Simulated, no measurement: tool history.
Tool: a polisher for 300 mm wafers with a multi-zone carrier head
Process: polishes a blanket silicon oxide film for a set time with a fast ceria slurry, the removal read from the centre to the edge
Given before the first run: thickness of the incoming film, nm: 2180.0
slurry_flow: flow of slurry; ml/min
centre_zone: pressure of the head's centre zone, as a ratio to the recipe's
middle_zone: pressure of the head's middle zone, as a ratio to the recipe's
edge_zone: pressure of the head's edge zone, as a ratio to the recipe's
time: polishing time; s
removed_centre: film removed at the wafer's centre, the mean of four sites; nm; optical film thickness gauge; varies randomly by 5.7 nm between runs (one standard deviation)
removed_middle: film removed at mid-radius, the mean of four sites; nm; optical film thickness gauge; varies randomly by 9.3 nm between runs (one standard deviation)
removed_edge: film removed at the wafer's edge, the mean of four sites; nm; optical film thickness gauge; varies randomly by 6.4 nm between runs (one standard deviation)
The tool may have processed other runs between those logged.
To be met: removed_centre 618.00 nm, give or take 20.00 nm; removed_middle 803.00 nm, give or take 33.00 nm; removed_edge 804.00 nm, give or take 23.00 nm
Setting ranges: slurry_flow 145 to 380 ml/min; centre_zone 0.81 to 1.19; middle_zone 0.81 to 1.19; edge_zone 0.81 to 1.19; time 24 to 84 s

{"run": 1, "day": 0.0, "slurry_flow": 245, "centre_zone": 1.0, "middle_zone": 1.0, "edge_zone": 1.0, "time": 54, "removed_centre": 862.55, "removed_middle": 876.31, "removed_edge": 858.19}
{"run": 2, "day": 0.092, "slurry_flow": 295, "centre_zone": 1.0, "middle_zone": 1.0, "edge_zone": 1.0, "time": 54, "removed_centre": 877.87, "removed_middle": 893.99, "removed_edge": 878.78}
{"run": 3, "day": 0.388, "slurry_flow": 290, "centre_zone": 0.96, "middle_zone": 1.01, "edge_zone": 1.02, "time": 53, "removed_centre": 823.67, "removed_middle": 900.03, "removed_edge": 871.4}
{"run": 4, "day": 0.712, "slurry_flow": 290, "centre_zone": 0.89, "middle_zone": 1.01, "edge_zone": 1.02, "time": 53, "removed_centre": 762.43, "removed_middle": 887.15, "removed_edge": 868.33}
{"run": 5, "day": 0.908, "slurry_flow": 290, "centre_zone": 0.83, "middle_zone": 1.01, "edge_zone": 1.02, "time": 53, "removed_centre": 718.11, "removed_middle": 887.67, "removed_edge": 863.83}
{"run": 6, "day": 1.133, "slurry_flow": 280, "centre_zone": 0.83, "middle_zone": 1.01, "edge_zone": 1.04, "time": 52, "removed_centre": 691.85, "removed_middle": 882.54, "removed_edge": 872.63}
{"run": 7, "day": 1.362, "slurry_flow": 270, "centre_zone": 0.83, "middle_zone": 1.01, "edge_zone": 1.04, "time": 51, "removed_centre": 670.5, "removed_middle": 851.0, "removed_edge": 845.33}
{"run": 8, "day": 1.712, "slurry_flow": 260, "centre_zone": 0.83, "middle_zone": 1.01, "edge_zone": 1.04, "time": 51, "removed_centre": 673.22, "removed_middle": 850.37, "removed_edge": 829.06}
{"run": 9, "day": 2.042, "slurry_flow": 250, "centre_zone": 0.83, "middle_zone": 1.01, "edge_zone": 1.05, "time": 51, "removed_centre": 665.25, "removed_middle": 835.34, "removed_edge": 837.51}
{"run": 10, "day": 2.217, "slurry_flow": 240, "centre_zone": 0.83, "middle_zone": 1.01, "edge_zone": 1.05, "time": 51, "removed_centre": 666.12, "removed_middle": 839.04, "removed_edge": 842.4}
{"run": 11, "day": 2.312, "slurry_flow": 235, "centre_zone": 0.83, "middle_zone": 1.01, "edge_zone": 1.05, "time": 51, "removed_centre": 669.71, "removed_middle": 841.45, "removed_edge": 836.62}
{"run": 12, "day": 2.458, "slurry_flow": 235, "centre_zone": 0.83, "middle_zone": 1.01, "edge_zone": 1.05, "time": 50, "removed_centre": 660.03, "removed_middle": 836.32, "removed_edge": 825.4}

Exercise: of the 5 proposed moves below, exactly one satisfies all targets within the stated allowed misses. Which move is it?
{"run": "A", "day": 2.604, "slurry_flow": 230, "centre_zone": 0.84, "middle_zone": 0.99, "edge_zone": 1.1, "time": 51, "removed_centre": "?", "removed_middle": "?", "removed_edge": "?"}
{"run": "B", "day": 2.604, "slurry_flow": 230, "centre_zone": 0.81, "middle_zone": 1.0, "edge_zone": 1.04, "time": 49, "removed_centre": "?", "removed_middle": "?", "removed_edge": "?"}
{"run": "C", "day": 2.604, "slurry_flow": 205, "centre_zone": 0.82, "middle_zone": 0.95, "edge_zone": 1.07, "time": 53, "removed_centre": "?", "removed_middle": "?", "removed_edge": "?"}
{"run": "D", "day": 2.604, "slurry_flow": 240, "centre_zone": 0.81, "middle_zone": 1.19, "edge_zone": 1.03, "time": 48, "removed_centre": "?", "removed_middle": "?", "removed_edge": "?"}
{"run": "E", "day": 2.604, "slurry_flow": 250, "centre_zone": 0.86, "middle_zone": 1.03, "edge_zone": 0.99, "time": 48, "removed_centre": "?", "removed_middle": "?", "removed_edge": "?"}

move=A removed_centre=671.87 removed_middle=819.91 removed_edge=844.93
move=B removed_centre=622.30 removed_middle=794.66 removed_edge=789.27
move=C removed_centre=668.28 removed_middle=809.15 removed_edge=855.42
move=D removed_centre=614.36 removed_middle=908.57 removed_edge=770.88
move=E removed_centre=655.76 removed_middle=806.89 removed_edge=760.83
A: lands further from the targets than the last run did
B: in spec on every target
C: lands further from the targets than the last run did
D: the furthest-off result lands on target, but another misses its tolerance
E: closer than the last run, but not yet in spec
The right move is B.
